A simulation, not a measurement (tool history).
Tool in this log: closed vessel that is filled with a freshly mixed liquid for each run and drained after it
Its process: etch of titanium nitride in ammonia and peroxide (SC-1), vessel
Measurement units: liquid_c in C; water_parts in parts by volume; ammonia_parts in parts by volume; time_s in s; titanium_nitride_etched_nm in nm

run  hour  liquid_c  water_parts  ammonia_parts  time_s  titanium_nitride_etched_nm
  1   0.0      57.0         28.5           0.60      90                      3.4292
  2   1.3      57.5         28.5           0.60      90                      3.5671
  3   3.1      57.5         28.5           0.60      60                      2.3726
  4   9.2      57.5         21.5           0.60      60                      2.7914
  5  14.8      57.5         26.5           0.60      60                      2.4829
  6  20.2      57.5         26.5           0.75      60                      2.6199
  7  24.4      58.5         26.5           0.75      60                      2.7672
  8  28.4      59.5         26.5           0.75      60                      2.9814

Estimate the outcome of run 9 from the log above:
  9  36.8      60.5         26.5           0.75      60                           ?

titanium_nitride_etched_nm: 3.1120 nm
